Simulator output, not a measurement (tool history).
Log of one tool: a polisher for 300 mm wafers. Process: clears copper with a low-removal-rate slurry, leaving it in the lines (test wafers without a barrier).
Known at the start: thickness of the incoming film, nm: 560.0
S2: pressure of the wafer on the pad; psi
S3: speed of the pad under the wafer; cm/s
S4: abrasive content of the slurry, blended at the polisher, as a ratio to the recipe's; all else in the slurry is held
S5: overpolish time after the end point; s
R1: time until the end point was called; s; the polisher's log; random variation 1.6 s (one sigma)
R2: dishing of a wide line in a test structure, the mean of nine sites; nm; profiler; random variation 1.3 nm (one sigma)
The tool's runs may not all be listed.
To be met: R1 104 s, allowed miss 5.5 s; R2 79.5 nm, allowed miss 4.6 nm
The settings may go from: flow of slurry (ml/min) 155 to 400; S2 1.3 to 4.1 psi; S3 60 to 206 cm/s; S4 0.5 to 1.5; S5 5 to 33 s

run 1 hour=0 | flow_of_slurry_(ml/min)=255 S2=2.7 S3=132 S4=1 S5=17 | R1=141.1 R2=51.405
run 2 hour=2.6 | flow_of_slurry_(ml/min)=220 S2=2.7 S3=132 S4=1 S5=17 | R1=139.84 R2=53.043
run 3 hour=8.3 | flow_of_slurry_(ml/min)=220 S2=2.8 S3=132 S4=1 S5=17 | R1=136.19 R2=53.966
run 4 hour=12.2 | flow_of_slurry_(ml/min)=220 S2=2.9 S3=132 S4=1 S5=17 | R1=131.91 R2=54.863
run 5 hour=14.4 | flow_of_slurry_(ml/min)=220 S2=2.3 S3=132 S4=1 S5=17 | R1=164.96 R2=44.161
run 6 hour=21.3 | flow_of_slurry_(ml/min)=220 S2=2.3 S3=132 S4=1 S5=22 | R1=163.2 R2=55.167
run 7 hour=24.5 | flow_of_slurry_(ml/min)=220 S2=2.4 S3=132 S4=1 S5=22 | R1=156.55 R2=56.239
run 8 hour=29.7 | flow_of_slurry_(ml/min)=220 S2=2.5 S3=132 S4=1 S5=22 | R1=149.89 R2=59.279
run 9 hour=36.6 | flow_of_slurry_(ml/min)=220 S2=2.6 S3=132 S4=1 S5=22 | R1=147.09 R2=58.874
run 10 hour=39.3 | flow_of_slurry_(ml/min)=220 S2=3.3 S3=136 S4=1 S5=23 | R1=107.53 R2=80.068

Which of these 5 next moves meets every target?
run A hour=42 | flow_of_slurry_(ml/min)=170 S2=3.3 S3=138 S4=1 S5=26 | R1=? R2=?
run B hour=42 | flow_of_slurry_(ml/min)=190 S2=3.3 S3=136 S4=0.95 S5=26 | R1=? R2=?
run C hour=42 | flow_of_slurry_(ml/min)=215 S2=3 S3=150 S4=0.95 S5=27 | R1=? R2=?
run D hour=42 | flow_of_slurry_(ml/min)=225 S2=3 S3=136 S4=1 S5=26 | R1=? R2=?
run E hour=42 | flow_of_slurry_(ml/min)=220 S2=3.7 S3=128 S4=1 S5=21 | R1=? R2=?

move=A R1=111.56 R2=88.371
move=B R1=113.39 R2=87.358
move=C R1=111.67 R2=89.762
move=D R1=120.53 R2=82.826
move=E R1=104.41 R2=80.171
A: further off than the last run
B: further off than the last run
C: further off than the last run
D: further off than the last run
E: meets every target
Move E is the one to make.

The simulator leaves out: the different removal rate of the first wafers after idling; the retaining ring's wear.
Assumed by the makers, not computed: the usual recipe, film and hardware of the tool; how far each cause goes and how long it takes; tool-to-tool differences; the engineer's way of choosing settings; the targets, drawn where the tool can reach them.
